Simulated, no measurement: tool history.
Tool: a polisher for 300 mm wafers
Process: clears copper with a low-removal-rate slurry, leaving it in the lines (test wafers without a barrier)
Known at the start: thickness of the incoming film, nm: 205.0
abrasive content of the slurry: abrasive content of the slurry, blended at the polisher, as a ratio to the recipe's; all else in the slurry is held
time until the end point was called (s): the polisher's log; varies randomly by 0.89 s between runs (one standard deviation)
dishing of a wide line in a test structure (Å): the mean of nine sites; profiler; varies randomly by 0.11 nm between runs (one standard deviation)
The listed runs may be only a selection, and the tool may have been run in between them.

| run | hour | flow of slurry (ml/min) | pressure of the wafer on the pad (kPa) | speed of the pad under the wafer (m/s) | abrasive content of the slurry | overpolish time after the end point (s) | time until the end point was called (s) | dishing of a wide line in a test structure (Å) |
|---|---|---|---|---|---|---|---|---|
| 1 | 0 | 180 | 17.9 | 0.84 | 1 | 11 | 101.73 | 158.88 |
| 2 | 0.6 | 150 | 17.9 | 0.84 | 1 | 11 | 106.18 | 159.83 |
| 3 | 1.4 | 190 | 16.5 | 0.86 | 1 | 9 | 102.31 | 131.54 |
| 4 | 10.4 | 190 | 16.5 | 0.86 | 1.2 | 9 | 97.584 | 131.88 |
| 5 | 12.5 | 220 | 14.5 | 0.88 | 1.3 | 7 | 102.07 | 111.71 |
| 6 | 15.6 | 245 | 14.5 | 0.88 | 1.3 | 7 | 98.875 | 102.2 |
| 7 | 19 | 255 | 15.9 | 0.82 | 1.15 | 6 | 103.09 | 91.006 |
| 8 | 26 | 265 | 16.5 | 0.78 | 1.25 | 5 | 102.11 | 74.134 |

Run 9 comes next. What will it give?
| 9 | 28.6 | 285 | 18.6 | 0.64 | 1.5 | 3 | ? | ? |

time until the end point was called (s): 108.4
dishing of a wide line in a test structure (Å): 42.678

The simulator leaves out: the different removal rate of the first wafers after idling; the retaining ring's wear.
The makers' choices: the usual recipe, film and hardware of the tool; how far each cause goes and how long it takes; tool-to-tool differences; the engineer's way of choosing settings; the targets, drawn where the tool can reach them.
